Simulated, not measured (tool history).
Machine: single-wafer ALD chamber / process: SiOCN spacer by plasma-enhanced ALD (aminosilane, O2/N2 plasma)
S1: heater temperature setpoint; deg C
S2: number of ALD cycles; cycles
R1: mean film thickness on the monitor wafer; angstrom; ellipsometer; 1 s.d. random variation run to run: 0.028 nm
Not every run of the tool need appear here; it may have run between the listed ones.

run 1 hour=0 | S1=395 S2=92 | R1=60.191
run 2 hour=4.8 | S1=395 S2=86 | R1=56.151
run 3 hour=13.1 | S1=395 S2=96 | R1=63.474
run 4 hour=17.6 | S1=399 S2=96 | R1=63.123
run 5 hour=19.4 | S1=399 S2=87 | R1=57.365
run 6 hour=25.3 | S1=399 S2=96 | R1=62.756
run 7 hour=34.1 | S1=400 S2=81 | R1=53.347
-- hour=37.2 thermocouple changed; heater temperature recalibrated
run 8 hour=37.2 | S1=400 S2=67 | R1=43.781

Run 9, settings as shown, results not yet in. Your forecast:
run 9 hour=42.2 | S1=400 S2=69 | R1=?

R1: 45.332 angstrom

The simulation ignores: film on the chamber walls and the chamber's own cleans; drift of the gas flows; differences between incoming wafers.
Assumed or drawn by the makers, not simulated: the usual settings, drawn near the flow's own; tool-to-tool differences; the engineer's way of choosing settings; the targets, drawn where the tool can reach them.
